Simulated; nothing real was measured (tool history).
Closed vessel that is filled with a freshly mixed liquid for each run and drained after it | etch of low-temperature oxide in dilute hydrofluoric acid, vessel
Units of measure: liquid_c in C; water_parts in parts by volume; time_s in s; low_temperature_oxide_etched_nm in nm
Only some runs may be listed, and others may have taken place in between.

| run | hour | liquid_c | water_parts | time_s | low_temperature_oxide_etched_nm |
|---|---|---|---|---|---|
| 1 | 0.0 | 24.0 | 210 | 50 | 5.1835 |
| 2 | 2.0 | 24.0 | 210 | 50 | 5.2469 |
| 3 | 11.2 | 24.0 | 175 | 50 | 6.4996 |
| 4 | 12.3 | 22.5 | 180 | 50 | 5.9079 |
| 5 | 21.1 | 21.5 | 185 | 50 | 5.5541 |
| 6 | 27.3 | 20.5 | 190 | 50 | 5.1355 |

Run 7, settings as shown, results not yet in. Your forecast:
| 7 | 34.7 | 20.0 | 190 | 50 | ? |

{"run 7": {"low_temperature_oxide_etched_nm": 5.0441}}
